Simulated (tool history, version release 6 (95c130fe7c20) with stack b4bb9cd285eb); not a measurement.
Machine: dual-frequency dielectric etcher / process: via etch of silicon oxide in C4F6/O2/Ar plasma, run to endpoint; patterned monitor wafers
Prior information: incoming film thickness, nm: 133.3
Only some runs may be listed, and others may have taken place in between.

run  hour  bias power (W)  source power (W)  Ar flow (sccm)  endpoint time (s)
  1     0             584               260             246             29.442
  2   4.1             584               240             246             29.871
  3   8.6             584               280             246             28.859
  4    14             617               280             245             28.329
  5  21.4             646               280             244             27.838
  6    30             610               280             244             28.222
  7  32.9             637               280             243              28.06
  8  33.5             665               280             242             27.318
  9  34.6             679               280             242             27.441
 10  40.7             697               280             241             26.829

What does the tool deliver on the next run?
 11  45.5             704               280             241                  ?

Run 11 produced endpoint time (s) 27.09.
